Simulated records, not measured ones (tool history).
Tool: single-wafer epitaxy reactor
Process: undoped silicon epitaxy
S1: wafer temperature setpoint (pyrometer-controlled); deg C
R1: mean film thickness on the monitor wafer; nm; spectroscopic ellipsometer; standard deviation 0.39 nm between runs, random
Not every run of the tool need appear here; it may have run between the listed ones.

Run 1, hour 0.0: S1 645 deg C, deposition time (s) 371. Result: R1 49.954 nm.
Run 2, hour 8.3: S1 645 deg C, deposition time (s) 337. Result: R1 45.826 nm.
Run 3, hour 12.2: S1 651 deg C, deposition time (s) 349. Result: R1 53.588 nm.
Run 4, hour 18.6: S1 655 deg C, deposition time (s) 360. Result: R1 59.532 nm.
Run 5, hour 23.1: S1 658 deg C, deposition time (s) 370. Result: R1 65.672 nm.
Run 6, hour 24.7: S1 661 deg C, deposition time (s) 376. Result: R1 70.382 nm.
At hour 26.5: pyrometer calibrated.
Run 7, hour 26.5: S1 663 deg C, deposition time (s) 382. Result: R1 80.313 nm.
Run 8, hour 27.5: S1 664 deg C, deposition time (s) 382. Result: R1 81.690 nm.
Run 9, hour 35.5: S1 665 deg C, deposition time (s) 382. Result: R1 82.908 nm.

The next listed run, before its measurement:
Run 10, hour 42.0: S1 666 deg C, deposition time (s) 382. Result: R1 ?.

Logged for run 10: R1 83.902 nm.
